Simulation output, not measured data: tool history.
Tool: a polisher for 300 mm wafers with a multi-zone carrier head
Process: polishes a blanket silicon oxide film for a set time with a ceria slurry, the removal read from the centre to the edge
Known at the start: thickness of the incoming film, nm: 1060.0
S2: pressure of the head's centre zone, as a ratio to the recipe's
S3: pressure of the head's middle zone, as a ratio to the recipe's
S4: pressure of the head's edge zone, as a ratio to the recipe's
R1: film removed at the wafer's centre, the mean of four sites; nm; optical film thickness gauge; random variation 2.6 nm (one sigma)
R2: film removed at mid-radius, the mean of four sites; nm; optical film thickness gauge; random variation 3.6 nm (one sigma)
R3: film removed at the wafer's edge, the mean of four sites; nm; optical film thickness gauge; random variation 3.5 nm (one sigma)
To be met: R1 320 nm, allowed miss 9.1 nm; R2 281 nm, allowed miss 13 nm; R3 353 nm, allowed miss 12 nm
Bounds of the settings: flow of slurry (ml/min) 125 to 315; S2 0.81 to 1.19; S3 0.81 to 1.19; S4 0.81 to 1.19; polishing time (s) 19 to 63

{"run": 1, "hour": 0.0, "flow of slurry (ml/min)": 205, "S2": 1, "S3": 1, "S4": 1, "polishing time (s)": 41, "R1": 266.86, "R2": 269.35, "R3": 275.57}
{"run": 2, "hour": 3.4, "flow of slurry (ml/min)": 175, "S2": 1, "S3": 1, "S4": 1, "polishing time (s)": 41, "R1": 257.5, "R2": 255.45, "R3": 279.04}
{"run": 3, "hour": 6.5, "flow of slurry (ml/min)": 175, "S2": 1.01, "S3": 1, "S4": 1.01, "polishing time (s)": 42, "R1": 267.04, "R2": 261.75, "R3": 286.24}
{"run": 4, "hour": 11.8, "flow of slurry (ml/min)": 125, "S2": 1.01, "S3": 1, "S4": 1.01, "polishing time (s)": 42, "R1": 247.44, "R2": 252.04, "R3": 270.2}
{"run": 5, "hour": 15.8, "flow of slurry (ml/min)": 140, "S2": 1.01, "S3": 0.99, "S4": 1.03, "polishing time (s)": 42, "R1": 254.02, "R2": 252.27, "R3": 274.8}
{"run": 6, "hour": 21.4, "flow of slurry (ml/min)": 140, "S2": 1.01, "S3": 0.99, "S4": 1.11, "polishing time (s)": 42, "R1": 256.44, "R2": 249.25, "R3": 289.63}
{"run": 7, "hour": 29.8, "flow of slurry (ml/min)": 150, "S2": 1.01, "S3": 0.99, "S4": 1.12, "polishing time (s)": 42, "R1": 258.52, "R2": 252.85, "R3": 288.36}
{"run": 8, "hour": 32.4, "flow of slurry (ml/min)": 160, "S2": 1.01, "S3": 0.98, "S4": 1.13, "polishing time (s)": 42, "R1": 260.44, "R2": 258.75, "R3": 292.15}
{"run": 9, "hour": 38.9, "flow of slurry (ml/min)": 160, "S2": 1.01, "S3": 0.98, "S4": 1.13, "polishing time (s)": 42, "R1": 263.64, "R2": 260.54, "R3": 295.38}
{"run": 10, "hour": 47.1, "flow of slurry (ml/min)": 165, "S2": 1.01, "S3": 0.96, "S4": 1.14, "polishing time (s)": 42, "R1": 264.01, "R2": 251.99, "R3": 304.83}
{"run": 11, "hour": 47.8, "flow of slurry (ml/min)": 175, "S2": 1.01, "S3": 0.96, "S4": 1.14, "polishing time (s)": 42, "R1": 264.51, "R2": 256.07, "R3": 301.2}
{"run": 12, "hour": 48.8, "flow of slurry (ml/min)": 185, "S2": 1.01, "S3": 0.95, "S4": 1.15, "polishing time (s)": 42, "R1": 270.38, "R2": 255.94, "R3": 303.6}
{"hour": 52.5, "done": "edge zone pressure recalibrated"}
{"run": 13, "hour": 52.5, "flow of slurry (ml/min)": 235, "S2": 1.01, "S3": 0.89, "S4": 1.19, "polishing time (s)": 47, "R1": 312.37, "R2": 281.11, "R3": 334.31}

Which of these 4 next moves meets every target?
{"run": "A", "hour": 56.2, "flow of slurry (ml/min)": 250, "S2": 1.05, "S3": 0.85, "S4": 1.17, "polishing time (s)": 44, "R1": "?", "R2": "?", "R3": "?"}
{"run": "B", "hour": 56.2, "flow of slurry (ml/min)": 255, "S2": 1.04, "S3": 0.92, "S4": 1.19, "polishing time (s)": 43, "R1": "?", "R2": "?", "R3": "?"}
{"run": "C", "hour": 56.2, "flow of slurry (ml/min)": 235, "S2": 0.98, "S3": 0.83, "S4": 1.15, "polishing time (s)": 50, "R1": "?", "R2": "?", "R3": "?"}
{"run": "D", "hour": 56.2, "flow of slurry (ml/min)": 255, "S2": 1.08, "S3": 0.96, "S4": 1.11, "polishing time (s)": 43, "R1": "?", "R2": "?", "R3": "?"}

move=A R1=308.29 R2=250.93 R3=316.67
move=B R1=299.34 R2=261.28 R3=312.49
move=C R1=324.63 R2=278.06 R3=354.76
move=D R1=310.76 R2=270.1 R3=301.31
A: further off than the last run
B: further off than the last run
C: meets every target
D: further off than the last run
The right move is C.

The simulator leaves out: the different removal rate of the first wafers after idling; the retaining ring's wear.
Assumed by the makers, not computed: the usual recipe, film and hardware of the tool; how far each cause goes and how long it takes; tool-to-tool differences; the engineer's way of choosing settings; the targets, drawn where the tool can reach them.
